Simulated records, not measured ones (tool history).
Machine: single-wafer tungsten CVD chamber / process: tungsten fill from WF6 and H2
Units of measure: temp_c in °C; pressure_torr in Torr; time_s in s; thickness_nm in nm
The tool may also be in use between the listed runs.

Run 1, day 0.000: temp_c 390 °C, pressure_torr 29.1 Torr, time_s 11.0 s. Result: thickness_nm 24.109 nm.
Run 2, day 0.271: temp_c 393 °C, pressure_torr 29.1 Torr, time_s 11.0 s. Result: thickness_nm 25.844 nm.
Run 3, day 0.354: temp_c 393 °C, pressure_torr 32.6 Torr, time_s 11.0 s. Result: thickness_nm 27.186 nm.
Run 4, day 0.542: temp_c 395 °C, pressure_torr 32.6 Torr, time_s 11.0 s. Result: thickness_nm 28.297 nm.
Run 5, day 0.712: temp_c 395 °C, pressure_torr 28.4 Torr, time_s 11.0 s. Result: thickness_nm 26.657 nm.
Run 6, day 1.000: temp_c 395 °C, pressure_torr 25.2 Torr, time_s 11.0 s. Result: thickness_nm 25.679 nm.
Run 7, day 1.029: temp_c 397 °C, pressure_torr 25.2 Torr, time_s 11.0 s. Result: thickness_nm 26.634 nm.
Run 8, day 1.217: temp_c 399 °C, pressure_torr 25.2 Torr, time_s 11.0 s. Result: thickness_nm 27.767 nm.

Run 9 is up next; what results do you expect?
Run 9, day 1.338: temp_c 411 °C, pressure_torr 25.5 Torr, time_s 11.0 s. Result: thickness_nm ?.

Run 9 measured thickness_nm 35.530 nm.
